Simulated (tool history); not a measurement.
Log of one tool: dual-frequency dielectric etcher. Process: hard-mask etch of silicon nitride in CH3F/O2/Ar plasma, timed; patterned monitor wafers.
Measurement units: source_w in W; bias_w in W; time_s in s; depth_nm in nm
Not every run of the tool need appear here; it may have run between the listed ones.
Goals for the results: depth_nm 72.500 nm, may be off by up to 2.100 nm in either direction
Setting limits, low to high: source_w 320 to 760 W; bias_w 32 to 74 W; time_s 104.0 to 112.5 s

{"run": 1, "hour": 0.0, "source_w": 540, "bias_w": 53, "time_s": 112.5, "depth_nm": 80.722}
{"run": 2, "hour": 1.4, "source_w": 540, "bias_w": 46, "time_s": 112.5, "depth_nm": 75.537}
{"run": 3, "hour": 9.3, "source_w": 530, "bias_w": 46, "time_s": 112.5, "depth_nm": 76.144}
{"run": 4, "hour": 11.3, "source_w": 620, "bias_w": 46, "time_s": 112.5, "depth_nm": 80.974}
{"run": 5, "hour": 19.2, "source_w": 620, "bias_w": 46, "time_s": 104.0, "depth_nm": 74.992}
{"run": 6, "hour": 25.0, "source_w": 620, "bias_w": 38, "time_s": 104.0, "depth_nm": 69.883}
{"run": 7, "hour": 27.3, "source_w": 630, "bias_w": 38, "time_s": 104.0, "depth_nm": 70.397}
{"run": 8, "hour": 32.5, "source_w": 640, "bias_w": 38, "time_s": 104.0, "depth_nm": 70.02}

Pick the move, out of 5, that brings all results within their allowed miss; only one does.
{"run": "A", "hour": 37.7, "source_w": 640, "bias_w": 32, "time_s": 105.0, "depth_nm": "?"}
{"run": "B", "hour": 37.7, "source_w": 620, "bias_w": 37, "time_s": 104.0, "depth_nm": "?"}
{"run": "C", "hour": 37.7, "source_w": 510, "bias_w": 35, "time_s": 112.5, "depth_nm": "?"}
{"run": "D", "hour": 37.7, "source_w": 670, "bias_w": 37, "time_s": 106.5, "depth_nm": "?"}
{"run": "E", "hour": 37.7, "source_w": 710, "bias_w": 39, "time_s": 112.5, "depth_nm": "?"}

move=A depth_nm=65.658
move=B depth_nm=68.005
move=C depth_nm=66.150
move=D depth_nm=71.976
move=E depth_nm=79.573
A: lands further from the targets than the last run did
B: lands further from the targets than the last run did
C: lands further from the targets than the last run did
D: hits every target within its allowed miss
E: takes the biggest miss from the last run beyond its target
Correct choice: D, which meets every target

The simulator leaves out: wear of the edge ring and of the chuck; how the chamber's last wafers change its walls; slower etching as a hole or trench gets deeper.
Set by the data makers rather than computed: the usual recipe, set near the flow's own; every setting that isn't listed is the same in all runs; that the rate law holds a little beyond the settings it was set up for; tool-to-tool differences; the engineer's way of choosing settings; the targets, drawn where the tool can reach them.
